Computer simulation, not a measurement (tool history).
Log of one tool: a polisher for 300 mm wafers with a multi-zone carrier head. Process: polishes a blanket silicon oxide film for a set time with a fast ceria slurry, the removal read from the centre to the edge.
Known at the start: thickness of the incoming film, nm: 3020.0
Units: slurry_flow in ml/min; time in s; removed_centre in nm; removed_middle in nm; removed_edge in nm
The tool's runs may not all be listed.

Run 1, hour 0.0: slurry_flow 245 ml/min, centre_zone 1.00, middle_zone 1.00, edge_zone 1.00, time 62 s. Result: removed_centre 1189.0 nm, removed_middle 1170.2 nm, removed_edge 1190.2 nm.
Run 2, hour 2.4: slurry_flow 270 ml/min, centre_zone 1.06, middle_zone 1.03, edge_zone 1.04, time 65 s. Result: removed_centre 1308.4 nm, removed_middle 1289.9 nm, removed_edge 1267.1 nm.
Run 3, hour 4.6: slurry_flow 225 ml/min, centre_zone 1.06, middle_zone 1.03, edge_zone 1.04, time 65 s. Result: removed_centre 1291.9 nm, removed_middle 1259.2 nm, removed_edge 1253.1 nm.
Run 4, hour 11.7: slurry_flow 225 ml/min, centre_zone 1.06, middle_zone 1.03, edge_zone 1.09, time 65 s. Result: removed_centre 1302.1 nm, removed_middle 1251.6 nm, removed_edge 1294.4 nm.
Run 5, hour 17.6: slurry_flow 240 ml/min, centre_zone 1.10, middle_zone 1.03, edge_zone 1.08, time 69 s. Result: removed_centre 1439.1 nm, removed_middle 1321.2 nm, removed_edge 1370.4 nm.
Run 6, hour 21.3: slurry_flow 240 ml/min, centre_zone 1.15, middle_zone 1.03, edge_zone 1.08, time 69 s. Result: removed_centre 1492.7 nm, removed_middle 1336.8 nm, removed_edge 1346.3 nm.
At hour 22.0: worn pad replaced by a new one.
Run 7, hour 22.0: slurry_flow 255 ml/min, centre_zone 1.16, middle_zone 1.03, edge_zone 1.08, time 72 s. Result: removed_centre 1676.4 nm, removed_middle 1465.6 nm, removed_edge 1503.2 nm.

The next listed run, before its measurement:
Run 8, hour 25.9: slurry_flow 290 ml/min, centre_zone 1.18, middle_zone 1.07, edge_zone 1.03, time 72 s. Result: removed_centre ?, removed_middle ?, removed_edge ?.

Run 8 gave removed_centre 1722.2 nm, removed_middle 1533.1 nm, removed_edge 1494.4 nm.
